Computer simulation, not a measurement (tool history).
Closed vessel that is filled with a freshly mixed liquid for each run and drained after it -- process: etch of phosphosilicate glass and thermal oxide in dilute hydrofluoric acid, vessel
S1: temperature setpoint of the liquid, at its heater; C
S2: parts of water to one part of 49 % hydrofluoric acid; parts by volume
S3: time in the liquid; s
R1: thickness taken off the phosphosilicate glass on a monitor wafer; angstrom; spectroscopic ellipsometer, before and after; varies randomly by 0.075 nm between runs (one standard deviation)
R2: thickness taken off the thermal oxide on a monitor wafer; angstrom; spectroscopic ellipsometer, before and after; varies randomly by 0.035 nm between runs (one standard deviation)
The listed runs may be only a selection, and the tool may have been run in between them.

run  hour    S1   S2   S3      R1      R2
  1     0    20  220   60   292.5  10.399
  2   5.3  19.5  220   60  284.47  10.408
  3   6.9  18.5  225   60  266.95   9.638
  4  14.4  18.5  190   60  326.07   11.13
  5  19.9  18.5  190   85  463.97  16.973
  6  25.1  18.5  190  105  571.35  19.415
  7  32.6  18.5  205  105  522.11  17.792
  8    35    17  295  105   316.7   11.04

Run 9, settings as shown, results not yet in. Your forecast:
  9  44.1  17  295  105   ?   ?

{"run 9": {"R1": 316.27, "R2": 11.502}}

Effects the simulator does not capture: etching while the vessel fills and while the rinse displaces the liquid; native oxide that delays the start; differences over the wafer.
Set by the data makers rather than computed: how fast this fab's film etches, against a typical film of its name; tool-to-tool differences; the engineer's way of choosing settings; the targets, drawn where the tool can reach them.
